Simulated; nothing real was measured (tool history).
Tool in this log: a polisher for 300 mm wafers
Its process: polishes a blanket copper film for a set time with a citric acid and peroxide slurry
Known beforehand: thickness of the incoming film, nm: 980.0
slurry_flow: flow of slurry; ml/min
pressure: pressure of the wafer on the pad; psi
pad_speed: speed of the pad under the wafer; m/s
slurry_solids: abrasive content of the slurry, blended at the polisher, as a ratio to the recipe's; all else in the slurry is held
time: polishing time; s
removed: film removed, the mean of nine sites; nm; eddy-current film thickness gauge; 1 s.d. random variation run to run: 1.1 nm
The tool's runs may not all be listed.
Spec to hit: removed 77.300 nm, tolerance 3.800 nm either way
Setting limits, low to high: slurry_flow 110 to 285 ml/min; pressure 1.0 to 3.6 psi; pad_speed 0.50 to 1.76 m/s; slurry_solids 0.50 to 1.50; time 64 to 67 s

Run 1, day 0.000: slurry_flow 180 ml/min, pressure 2.3 psi, pad_speed 1.12 m/s, slurry_solids 1.00, time 64 s. Result: removed 145.580 nm.
Run 2, day 0.088: slurry_flow 200 ml/min, pressure 2.3 psi, pad_speed 1.12 m/s, slurry_solids 1.00, time 64 s. Result: removed 143.450 nm.
Run 3, day 0.371: slurry_flow 200 ml/min, pressure 2.3 psi, pad_speed 1.12 m/s, slurry_solids 0.90, time 64 s. Result: removed 139.800 nm.
Run 4, day 0.575: slurry_flow 200 ml/min, pressure 1.9 psi, pad_speed 1.08 m/s, slurry_solids 0.90, time 64 s. Result: removed 115.430 nm.
Run 5, day 0.933: slurry_flow 200 ml/min, pressure 1.6 psi, pad_speed 1.06 m/s, slurry_solids 0.90, time 64 s. Result: removed 95.301 nm.
Run 6, day 1.112: slurry_flow 200 ml/min, pressure 1.5 psi, pad_speed 1.06 m/s, slurry_solids 0.90, time 64 s. Result: removed 89.750 nm.
Run 7, day 1.329: slurry_flow 200 ml/min, pressure 1.5 psi, pad_speed 1.06 m/s, slurry_solids 0.90, time 64 s. Result: removed 90.015 nm.
Run 8, day 1.404: slurry_flow 200 ml/min, pressure 1.4 psi, pad_speed 1.06 m/s, slurry_solids 0.90, time 64 s. Result: removed 85.528 nm.

Exactly one of the 4 candidate moves below puts every result within its allowed miss. Which one?
Run A, day 1.479: slurry_flow 240 ml/min, pressure 1.1 psi, pad_speed 1.04 m/s, slurry_solids 0.95, time 65 s. Result: removed ?.
Run B, day 1.479: slurry_flow 210 ml/min, pressure 1.4 psi, pad_speed 1.08 m/s, slurry_solids 0.90, time 64 s. Result: removed ?.
Run C, day 1.479: slurry_flow 130 ml/min, pressure 2.1 psi, pad_speed 0.60 m/s, slurry_solids 0.60, time 66 s. Result: removed ?.
Run D, day 1.479: slurry_flow 230 ml/min, pressure 1.5 psi, pad_speed 0.94 m/s, slurry_solids 0.65, time 64 s. Result: removed ?.

move  removed
   A   71.606
   B   88.418
   C   70.821
   D   80.582
A: takes the biggest miss from the last run beyond its target
B: its largest miss is bigger than the last run's
C: takes the biggest miss from the last run beyond its target
D: all results in spec
Go with D: it meets all targets.
